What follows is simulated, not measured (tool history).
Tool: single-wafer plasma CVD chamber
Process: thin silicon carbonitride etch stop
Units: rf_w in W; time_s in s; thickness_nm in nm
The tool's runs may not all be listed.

run  hour  rf_w  time_s  thickness_nm
  1     0   155    19.4        10.923
  2     5   135    19.4        10.482
  3   6.8   140    19.5        10.595
  4  14.9   140    17.8        9.7102
  5  20.3   140    15.2        8.2981
  6  26.8   120    15.2        7.9052
  7  31.7   130    15.7        8.3634
  8  38.9   135    16.2        8.7747
  9  47.1   140    16.6        9.0425
 10  55.2   145    16.9        9.3093
 11  61.3   150    17.2        9.5804

The next listed run, before its measurement:
 12  69.3   155    17.4             ?

thickness_nm: 9.6902 nm
